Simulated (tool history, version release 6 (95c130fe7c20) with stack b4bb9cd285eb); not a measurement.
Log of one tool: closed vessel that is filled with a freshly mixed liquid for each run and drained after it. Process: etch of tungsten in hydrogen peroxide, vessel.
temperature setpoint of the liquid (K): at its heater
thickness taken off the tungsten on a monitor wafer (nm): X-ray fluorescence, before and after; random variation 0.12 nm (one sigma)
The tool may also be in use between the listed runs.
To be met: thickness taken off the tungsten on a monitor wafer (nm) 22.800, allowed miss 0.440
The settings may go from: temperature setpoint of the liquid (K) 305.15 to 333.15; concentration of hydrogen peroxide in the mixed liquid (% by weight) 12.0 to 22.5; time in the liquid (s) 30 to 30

run,hour,temperature setpoint of the liquid (K),concentration of hydrogen peroxide in the mixed liquid (% by weight),time in the liquid (s),thickness taken off the tungsten on a monitor wafer (nm)
1,0.0,317.15,15.5,30,30.429
2,6.3,317.15,15.5,30,30.396
3,9.8,323.65,15.5,30,44.997
4,11.2,316.65,15.5,30,29.296
5,15.0,316.65,15.5,30,29.560
6,22.1,316.65,18.0,30,32.009
7,28.5,315.65,18.0,30,29.965
8,34.6,315.15,18.0,30,28.707
9,36.4,314.65,18.0,30,27.681
10,37.8,314.15,18.0,30,27.403
11,38.7,310.65,18.0,30,21.491
12,42.6,311.15,18.0,30,22.334

Which of these 4 next moves meets every target?
A,46.5,310.65,20.0,30,?
B,46.5,311.15,17.5,30,?
C,46.5,313.15,16.0,30,?
D,46.5,312.65,17.5,30,?

move,thickness taken off the tungsten on a monitor wafer (nm)
A,22.619
B,21.868
C,23.837
D,24.129
A: meets every target
B: further off than the last run
C: takes the result that was furthest off past its target
D: takes the result that was furthest off past its target
The right move is A.

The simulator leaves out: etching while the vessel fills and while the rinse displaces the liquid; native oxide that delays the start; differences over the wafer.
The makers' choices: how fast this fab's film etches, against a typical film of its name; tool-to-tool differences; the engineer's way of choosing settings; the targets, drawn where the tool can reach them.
